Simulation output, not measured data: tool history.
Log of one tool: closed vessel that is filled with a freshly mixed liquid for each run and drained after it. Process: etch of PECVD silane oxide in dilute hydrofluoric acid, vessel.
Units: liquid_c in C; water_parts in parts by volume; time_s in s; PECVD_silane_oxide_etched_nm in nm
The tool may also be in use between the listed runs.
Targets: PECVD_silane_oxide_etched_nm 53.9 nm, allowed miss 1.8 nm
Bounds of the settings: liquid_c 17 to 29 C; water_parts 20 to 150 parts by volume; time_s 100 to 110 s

Run 1, hour 0: liquid_c 21 C, water_parts 85 parts by volume, time_s 100 s. Result: PECVD_silane_oxide_etched_nm 33.978 nm.
Run 2, hour 2.6: liquid_c 21 C, water_parts 65 parts by volume, time_s 100 s. Result: PECVD_silane_oxide_etched_nm 46.385 nm.
Run 3, hour 7.1: liquid_c 21 C, water_parts 40 parts by volume, time_s 100 s. Result: PECVD_silane_oxide_etched_nm 76.131 nm.
Run 4, hour 13.9: liquid_c 19.5 C, water_parts 40 parts by volume, time_s 100 s. Result: PECVD_silane_oxide_etched_nm 71.668 nm.
Run 5, hour 21.6: liquid_c 17.5 C, water_parts 40 parts by volume, time_s 100 s. Result: PECVD_silane_oxide_etched_nm 66.646 nm.
Run 6, hour 29.5: liquid_c 17 C, water_parts 45 parts by volume, time_s 100 s. Result: PECVD_silane_oxide_etched_nm 56.754 nm.
Run 7, hour 31.9: liquid_c 17 C, water_parts 50 parts by volume, time_s 100 s. Result: PECVD_silane_oxide_etched_nm 51.723 nm.
Run 8, hour 38.6: liquid_c 17 C, water_parts 50 parts by volume, time_s 100 s. Result: PECVD_silane_oxide_etched_nm 51.415 nm.

Which of these 5 next moves meets every target?
Run A, hour 45.3: liquid_c 18 C, water_parts 55 parts by volume, time_s 110 s. Result: PECVD_silane_oxide_etched_nm ?.
Run B, hour 45.3: liquid_c 17 C, water_parts 55 parts by volume, time_s 105 s. Result: PECVD_silane_oxide_etched_nm ?.
Run C, hour 45.3: liquid_c 17.5 C, water_parts 50 parts by volume, time_s 110 s. Result: PECVD_silane_oxide_etched_nm ?.
Run D, hour 45.3: liquid_c 18 C, water_parts 55 parts by volume, time_s 105 s. Result: PECVD_silane_oxide_etched_nm ?.
Run E, hour 45.3: liquid_c 18 C, water_parts 55 parts by volume, time_s 100 s. Result: PECVD_silane_oxide_etched_nm ?.

move  PECVD_silane_oxide_etched_nm
   A                        52.889
   B                        48.359
   C                        57.292
   D                        50.485
   E                        48.081
A: meets every target
B: further off than the last run
C: takes the result that was furthest off past its target
D: further off than the last run
E: further off than the last run
The right move is A.
